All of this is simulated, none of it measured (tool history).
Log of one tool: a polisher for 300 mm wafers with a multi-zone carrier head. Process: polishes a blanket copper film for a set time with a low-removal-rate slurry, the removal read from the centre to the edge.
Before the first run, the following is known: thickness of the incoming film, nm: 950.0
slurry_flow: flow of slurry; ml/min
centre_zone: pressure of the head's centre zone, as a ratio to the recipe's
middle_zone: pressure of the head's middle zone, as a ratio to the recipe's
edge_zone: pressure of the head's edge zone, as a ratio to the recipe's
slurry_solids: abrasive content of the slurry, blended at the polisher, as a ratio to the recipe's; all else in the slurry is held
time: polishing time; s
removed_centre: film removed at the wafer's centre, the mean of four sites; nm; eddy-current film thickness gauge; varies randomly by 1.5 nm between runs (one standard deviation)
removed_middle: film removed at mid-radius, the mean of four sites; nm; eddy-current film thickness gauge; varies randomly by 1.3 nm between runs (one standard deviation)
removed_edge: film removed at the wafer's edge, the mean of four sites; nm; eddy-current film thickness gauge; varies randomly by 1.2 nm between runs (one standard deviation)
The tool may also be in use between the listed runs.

| run | day | slurry_flow | centre_zone | middle_zone | edge_zone | slurry_solids | time | removed_centre | removed_middle | removed_edge |
|---|---|---|---|---|---|---|---|---|---|---|
| 1 | 0.000 | 150 | 1.00 | 1.00 | 1.00 | 1.00 | 44 | 93.131 | 97.669 | 97.734 |
| 2 | 0.312 | 155 | 1.01 | 1.02 | 1.02 | 1.05 | 45 | 101.030 | 104.230 | 104.080 |
| 3 | 0.400 | 155 | 1.01 | 1.02 | 1.02 | 1.05 | 51 | 114.010 | 116.890 | 116.400 |
| 4 | 0.558 | 155 | 1.01 | 1.02 | 1.06 | 1.05 | 51 | 113.750 | 117.890 | 117.670 |
| 5 | 0.875 | 160 | 1.01 | 1.03 | 1.07 | 1.10 | 51 | 114.170 | 119.740 | 121.670 |
| 6 | 0.938 | 160 | 1.01 | 1.08 | 1.07 | 1.10 | 51 | 117.840 | 125.170 | 121.880 |
|  | 1.212 | slurry nozzle cleaned |
| 7 | 1.212 | 165 | 1.01 | 1.09 | 1.07 | 1.15 | 51 | 136.110 | 141.370 | 132.700 |

Estimate the outcome of run 8 from the log above:
| 8 | 1.412 | 170 | 1.01 | 1.09 | 1.07 | 1.15 | 51 | ? | ? | ? |

removed_centre: 136.810 nm
removed_middle: 142.150 nm
removed_edge: 134.180 nm
